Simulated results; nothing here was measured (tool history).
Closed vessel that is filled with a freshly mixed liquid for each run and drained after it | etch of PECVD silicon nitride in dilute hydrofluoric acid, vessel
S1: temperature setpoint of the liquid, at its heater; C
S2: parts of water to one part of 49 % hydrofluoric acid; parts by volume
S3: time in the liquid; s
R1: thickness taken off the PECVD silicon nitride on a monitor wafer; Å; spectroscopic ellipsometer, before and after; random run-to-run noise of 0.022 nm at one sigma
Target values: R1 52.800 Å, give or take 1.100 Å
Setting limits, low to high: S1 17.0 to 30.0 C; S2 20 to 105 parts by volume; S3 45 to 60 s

Run 1, hour 0.0: S1 22.0 C, S2 55 parts by volume, S3 60 s. Result: R1 34.903 Å.
Run 2, hour 2.9: S1 22.0 C, S2 55 parts by volume, S3 45 s. Result: R1 25.907 Å.
Run 3, hour 5.6: S1 22.0 C, S2 45 parts by volume, S3 45 s. Result: R1 31.720 Å.
Run 4, hour 8.1: S1 22.0 C, S2 45 parts by volume, S3 45 s. Result: R1 31.870 Å.
Run 5, hour 10.7: S1 19.0 C, S2 45 parts by volume, S3 45 s. Result: R1 26.009 Å.
Run 6, hour 16.1: S1 20.0 C, S2 45 parts by volume, S3 45 s. Result: R1 27.729 Å.
Run 7, hour 25.3: S1 21.0 C, S2 45 parts by volume, S3 45 s. Result: R1 29.728 Å.
Run 8, hour 26.2: S1 25.0 C, S2 45 parts by volume, S3 45 s. Result: R1 38.923 Å.
Run 9, hour 34.0: S1 25.5 C, S2 45 parts by volume, S3 45 s. Result: R1 40.145 Å.
Run 10, hour 37.2: S1 26.0 C, S2 45 parts by volume, S3 45 s. Result: R1 41.613 Å.
Run 11, hour 41.2: S1 26.5 C, S2 45 parts by volume, S3 45 s. Result: R1 43.369 Å.
Run 12, hour 47.2: S1 27.0 C, S2 45 parts by volume, S3 45 s. Result: R1 44.718 Å.
Run 13, hour 55.9: S1 27.5 C, S2 45 parts by volume, S3 45 s. Result: R1 45.955 Å.
Run 14, hour 61.4: S1 28.5 C, S2 45 parts by volume, S3 45 s. Result: R1 49.255 Å.
Run 15, hour 68.6: S1 29.0 C, S2 45 parts by volume, S3 45 s. Result: R1 50.976 Å.

Which single option among these 5 for the next run brings every result within its allowed miss of target? Just one does.
Run A, hour 75.8: S1 28.5 C, S2 40 parts by volume, S3 45 s. Result: R1 ?.
Run B, hour 75.8: S1 29.0 C, S2 55 parts by volume, S3 55 s. Result: R1 ?.
Run C, hour 75.8: S1 26.5 C, S2 45 parts by volume, S3 55 s. Result: R1 ?.
Run D, hour 75.8: S1 27.5 C, S2 45 parts by volume, S3 50 s. Result: R1 ?.
Run E, hour 75.8: S1 27.5 C, S2 50 parts by volume, S3 60 s. Result: R1 ?.

move      R1
   A  54.818
   B  50.554
   C  52.312
   D  50.803
   E  54.956
A: carries the result that was furthest off beyond its target, to the other side
B: further off than the last run
C: every result within its allowed miss
D: further off than the last run
E: carries the result that was furthest off beyond its target, to the other side
The move that meets every target is C.
